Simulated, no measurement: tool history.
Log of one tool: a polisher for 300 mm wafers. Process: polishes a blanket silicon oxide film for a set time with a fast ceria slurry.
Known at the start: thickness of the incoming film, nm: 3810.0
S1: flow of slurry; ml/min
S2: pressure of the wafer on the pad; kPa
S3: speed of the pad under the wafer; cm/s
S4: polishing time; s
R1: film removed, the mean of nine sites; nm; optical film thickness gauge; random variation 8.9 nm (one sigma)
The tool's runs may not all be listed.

run,day,S1,S2,S3,S4,R1
1,0.000,250,13.1,108,56,734.58
2,0.283,250,13.1,128,56,849.10
3,0.321,250,13.1,150,56,940.81
4,0.354,220,13.1,150,56,950.34
5,0.700,220,13.8,150,56,976.26
6,0.996,240,13.8,150,56,995.35
7,1.046,245,14.5,150,56,1052.30
8,1.083,250,14.5,150,56,1037.40

Forecast run 9:
9,1.342,250,15.2,150,56,?

R1: 1071.90 nm

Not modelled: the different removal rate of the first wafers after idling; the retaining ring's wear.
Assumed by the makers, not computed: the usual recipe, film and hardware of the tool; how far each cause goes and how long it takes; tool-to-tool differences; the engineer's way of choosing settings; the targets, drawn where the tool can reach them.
